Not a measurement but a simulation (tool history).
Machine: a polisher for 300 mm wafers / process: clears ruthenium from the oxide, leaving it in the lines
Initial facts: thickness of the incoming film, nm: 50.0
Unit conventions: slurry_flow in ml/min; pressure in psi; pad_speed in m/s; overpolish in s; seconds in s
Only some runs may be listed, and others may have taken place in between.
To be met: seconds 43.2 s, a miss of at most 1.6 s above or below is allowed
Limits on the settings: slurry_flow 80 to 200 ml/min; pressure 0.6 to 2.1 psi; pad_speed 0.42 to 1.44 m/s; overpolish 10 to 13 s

run 1 hour=0 | slurry_flow=130 pressure=1.3 pad_speed=0.92 overpolish=13 | seconds=60.6
run 2 hour=2.2 | slurry_flow=150 pressure=1.3 pad_speed=0.92 overpolish=13 | seconds=60.891
run 3 hour=9.3 | slurry_flow=180 pressure=1.3 pad_speed=0.92 overpolish=13 | seconds=58.822
run 4 hour=18.1 | slurry_flow=180 pressure=1.4 pad_speed=0.92 overpolish=13 | seconds=55.086
run 5 hour=21.7 | slurry_flow=180 pressure=1.2 pad_speed=0.92 overpolish=13 | seconds=62.791
run 6 hour=28.1 | slurry_flow=180 pressure=1.2 pad_speed=0.92 overpolish=13 | seconds=62.722
run 7 hour=34.2 | slurry_flow=180 pressure=1.4 pad_speed=0.92 overpolish=13 | seconds=54.753
run 8 hour=36.3 | slurry_flow=180 pressure=1.5 pad_speed=0.92 overpolish=13 | seconds=52.075
run 9 hour=42 | slurry_flow=180 pressure=1.6 pad_speed=0.92 overpolish=13 | seconds=48.555
run 10 hour=43.6 | slurry_flow=180 pressure=1.7 pad_speed=0.92 overpolish=13 | seconds=45.489

5 candidate next runs follow, results not yet known. Just one meets every target within its allowed miss. Identify it.
run A hour=45.2 | slurry_flow=165 pressure=1.7 pad_speed=0.9 overpolish=11 | seconds=?
run B hour=45.2 | slurry_flow=195 pressure=1.9 pad_speed=0.98 overpolish=10 | seconds=?
run C hour=45.2 | slurry_flow=180 pressure=1.6 pad_speed=1.08 overpolish=13 | seconds=?
run D hour=45.2 | slurry_flow=155 pressure=1.8 pad_speed=0.88 overpolish=12 | seconds=?
run E hour=45.2 | slurry_flow=190 pressure=1.7 pad_speed=0.88 overpolish=13 | seconds=?

move=A seconds=47.481
move=B seconds=39.298
move=C seconds=42.382
move=D seconds=46.494
move=E seconds=47.43
A: lands further from the targets than the last run did
B: moves the result that the last run missed by most past its target, out the other side
C: all results land within tolerance of their targets
D: lands further from the targets than the last run did
E: lands further from the targets than the last run did
Go with C: it meets all targets.
